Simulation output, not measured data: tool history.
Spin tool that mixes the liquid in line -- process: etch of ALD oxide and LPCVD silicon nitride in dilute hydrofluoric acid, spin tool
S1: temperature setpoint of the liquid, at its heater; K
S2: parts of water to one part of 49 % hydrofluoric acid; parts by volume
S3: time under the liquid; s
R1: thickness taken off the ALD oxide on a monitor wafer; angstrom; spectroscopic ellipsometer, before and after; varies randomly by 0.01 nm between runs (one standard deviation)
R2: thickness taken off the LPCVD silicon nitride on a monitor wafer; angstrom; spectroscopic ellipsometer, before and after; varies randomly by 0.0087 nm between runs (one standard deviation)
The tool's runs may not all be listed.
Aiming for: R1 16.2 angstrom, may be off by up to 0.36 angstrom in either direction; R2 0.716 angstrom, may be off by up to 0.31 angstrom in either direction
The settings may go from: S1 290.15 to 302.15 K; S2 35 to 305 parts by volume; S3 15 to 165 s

run 1 hour=0 | S1=294.15 S2=170 S3=85 | R1=66.563 R2=1.9799
run 2 hour=1 | S1=293.15 S2=215 S3=75 | R1=43.019 R2=1.3369
run 3 hour=3.8 | S1=293.15 S2=240 S3=75 | R1=36.786 R2=1.0362
run 4 hour=11.8 | S1=290.15 S2=240 S3=75 | R1=32.958 R2=1.0051
run 5 hour=19.8 | S1=290.15 S2=285 S3=75 | R1=26.727 R2=0.97247
run 6 hour=25.8 | S1=290.15 S2=290 S3=65 | R1=22.814 R2=0.79621
run 7 hour=28.3 | S1=290.15 S2=295 S3=55 | R1=18.918 R2=0.57546
run 8 hour=36.4 | S1=290.65 S2=305 S3=45 | R1=15.217 R2=0.50272
run 9 hour=39.8 | S1=291.15 S2=305 S3=45 | R1=15.217 R2=0.6992
run 10 hour=42.5 | S1=291.15 S2=300 S3=45 | R1=15.63 R2=0.70951

Which one of the following 5 next-run settings gets every result inside its allowed miss? There is exactly one.
run A hour=45.2 | S1=299.15 S2=275 S3=30 | R1=? R2=?
run B hour=45.2 | S1=296.15 S2=290 S3=35 | R1=? R2=?
run C hour=45.2 | S1=290.15 S2=300 S3=45 | R1=? R2=?
run D hour=45.2 | S1=296.15 S2=305 S3=35 | R1=? R2=?
run E hour=45.2 | S1=296.15 S2=305 S3=40 | R1=? R2=?

move=A R1=15.549 R2=0.67582
move=B R1=15.262 R2=0.62271
move=C R1=15.092 R2=0.52894
move=D R1=14.305 R2=0.59255
move=E R1=16.349 R2=0.6772
A: moves away from the targets compared with the last run
B: moves away from the targets compared with the last run
C: moves away from the targets compared with the last run
D: moves away from the targets compared with the last run
E: all results land within tolerance of their targets
So the answer is move E, the one that meets all the targets.
